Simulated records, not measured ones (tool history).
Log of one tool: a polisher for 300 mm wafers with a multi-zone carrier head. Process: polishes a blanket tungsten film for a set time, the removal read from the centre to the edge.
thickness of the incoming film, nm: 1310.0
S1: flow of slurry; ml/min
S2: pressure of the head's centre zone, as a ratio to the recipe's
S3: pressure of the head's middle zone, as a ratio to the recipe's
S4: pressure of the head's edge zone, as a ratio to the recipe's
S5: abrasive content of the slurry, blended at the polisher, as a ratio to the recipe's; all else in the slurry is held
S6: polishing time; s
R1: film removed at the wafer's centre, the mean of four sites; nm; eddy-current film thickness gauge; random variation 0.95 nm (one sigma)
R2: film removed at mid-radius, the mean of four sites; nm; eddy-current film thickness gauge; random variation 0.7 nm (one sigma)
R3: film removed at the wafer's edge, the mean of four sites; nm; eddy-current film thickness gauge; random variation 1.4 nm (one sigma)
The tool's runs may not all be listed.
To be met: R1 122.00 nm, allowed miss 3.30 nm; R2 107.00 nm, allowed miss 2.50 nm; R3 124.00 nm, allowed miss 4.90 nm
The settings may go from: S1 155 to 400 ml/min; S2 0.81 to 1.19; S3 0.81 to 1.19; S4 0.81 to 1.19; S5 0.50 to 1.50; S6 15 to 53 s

run  hour   S1    S2    S3    S4    S5  S6      R1      R2      R3
  1   0.0  255  1.00  1.00  1.00  1.00  34  131.42  132.41  136.07
  2   2.0  255  0.97  1.00  1.00  1.00  34  128.05  133.24  133.22
  3   8.4  255  0.97  1.00  1.00  1.00  39  146.75  151.60  156.91
  4  10.6  215  0.97  1.00  1.00  1.00  39  142.11  148.16  152.88
  5  18.7  205  0.97  0.95  0.98  0.85  39  137.69  133.60  141.27
  6  24.5  195  0.96  0.91  0.98  0.80  39  132.68  128.91  142.24
  7  31.6  185  0.96  0.89  0.96  0.70  39  124.56  121.15  136.81
  8  34.0  185  0.96  0.89  0.96  0.70  39  127.18  119.42  135.28
  9  37.3  180  0.96  0.87  0.93  0.70  39  124.53  119.01  134.40
 10  42.0  175  0.98  0.86  0.92  0.65  39  127.43  114.31  129.49
 11  46.6  170  0.98  0.85  0.91  0.65  39  124.61  110.70  129.18
 12  50.7  170  0.98  0.85  0.91  0.65  39  125.43  112.34  126.01
 13  59.6  165  0.98  0.84  0.91  0.65  39  123.59  111.06  128.11

4 next moves are on the table. One of them brings every result within its allowed miss. Which?
  A  68.5  195  1.00  0.91  0.90  0.65  38   ?   ?   ?
  B  68.5  170  0.96  0.91  0.89  0.65  38   ?   ?   ?
  C  68.5  205  0.98  0.82  0.87  0.60  38   ?   ?   ?
  D  68.5  165  1.05  0.93  0.89  0.60  37   ?   ?   ?

move      R1      R2      R3
   A  126.49  116.90  127.98
   B  118.69  114.59  125.56
   C  122.13  105.72  124.44
   D  123.15  110.61  119.20
A: further off than the last run
B: further off than the last run
C: meets every target
D: nearer than the last run, and not there yet
The right move is C.
